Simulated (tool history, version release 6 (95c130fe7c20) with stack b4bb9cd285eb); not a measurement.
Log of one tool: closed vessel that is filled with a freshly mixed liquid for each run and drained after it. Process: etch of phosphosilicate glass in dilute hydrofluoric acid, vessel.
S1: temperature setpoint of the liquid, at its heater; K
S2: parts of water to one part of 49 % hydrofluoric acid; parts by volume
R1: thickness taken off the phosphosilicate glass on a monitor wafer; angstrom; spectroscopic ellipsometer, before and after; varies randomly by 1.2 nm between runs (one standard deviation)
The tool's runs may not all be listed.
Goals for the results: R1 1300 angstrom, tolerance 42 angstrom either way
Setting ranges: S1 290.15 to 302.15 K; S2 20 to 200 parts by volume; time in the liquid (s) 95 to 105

{"run": 1, "hour": 0.0, "S1": 294.15, "S2": 110, "time in the liquid (s)": 95, "R1": 522.56}
{"run": 2, "hour": 1.3, "S1": 294.15, "S2": 110, "time in the liquid (s)": 105, "R1": 570.36}
{"run": 3, "hour": 9.0, "S1": 292.15, "S2": 110, "time in the liquid (s)": 105, "R1": 524.7}
{"run": 4, "hour": 11.2, "S1": 292.15, "S2": 110, "time in the liquid (s)": 95, "R1": 463.15}
{"run": 5, "hour": 16.4, "S1": 292.15, "S2": 110, "time in the liquid (s)": 95, "R1": 472}
{"run": 6, "hour": 22.1, "S1": 292.15, "S2": 125, "time in the liquid (s)": 95, "R1": 416.49}
{"run": 7, "hour": 28.8, "S1": 294.15, "S2": 105, "time in the liquid (s)": 95, "R1": 542.75}
{"run": 8, "hour": 37.4, "S1": 295.65, "S2": 95, "time in the liquid (s)": 95, "R1": 629.43}
{"run": 9, "hour": 39.7, "S1": 299.65, "S2": 50, "time in the liquid (s)": 95, "R1": 1524}
{"run": 10, "hour": 41.6, "S1": 299.15, "S2": 50, "time in the liquid (s)": 95, "R1": 1509.7}
{"run": 11, "hour": 43.3, "S1": 298.65, "S2": 50, "time in the liquid (s)": 95, "R1": 1463.5}
{"run": 12, "hour": 50.4, "S1": 298.15, "S2": 50, "time in the liquid (s)": 95, "R1": 1433.9}
{"run": 13, "hour": 51.7, "S1": 297.65, "S2": 50, "time in the liquid (s)": 95, "R1": 1414.5}
{"run": 14, "hour": 53.7, "S1": 297.15, "S2": 50, "time in the liquid (s)": 95, "R1": 1384.7}
{"run": 15, "hour": 54.6, "S1": 296.65, "S2": 50, "time in the liquid (s)": 95, "R1": 1359.5}

5 next moves are on the table. One of them brings every result within its allowed miss. Which?
{"run": "A", "hour": 55.5, "S1": 298.65, "S2": 55, "time in the liquid (s)": 105, "R1": "?"}
{"run": "B", "hour": 55.5, "S1": 295.65, "S2": 55, "time in the liquid (s)": 100, "R1": "?"}
{"run": "C", "hour": 55.5, "S1": 293.15, "S2": 45, "time in the liquid (s)": 105, "R1": "?"}
{"run": "D", "hour": 55.5, "S1": 299.15, "S2": 60, "time in the liquid (s)": 100, "R1": "?"}
{"run": "E", "hour": 55.5, "S1": 297.15, "S2": 55, "time in the liquid (s)": 105, "R1": "?"}

move=A R1=1484.3
move=B R1=1250
move=C R1=1462.1
move=D R1=1313.2
move=E R1=1396.3
A: misses by more than the last run did
B: takes the biggest miss from the last run beyond its target
C: misses by more than the last run did
D: hits every target within its allowed miss
E: misses by more than the last run did
Answer: D

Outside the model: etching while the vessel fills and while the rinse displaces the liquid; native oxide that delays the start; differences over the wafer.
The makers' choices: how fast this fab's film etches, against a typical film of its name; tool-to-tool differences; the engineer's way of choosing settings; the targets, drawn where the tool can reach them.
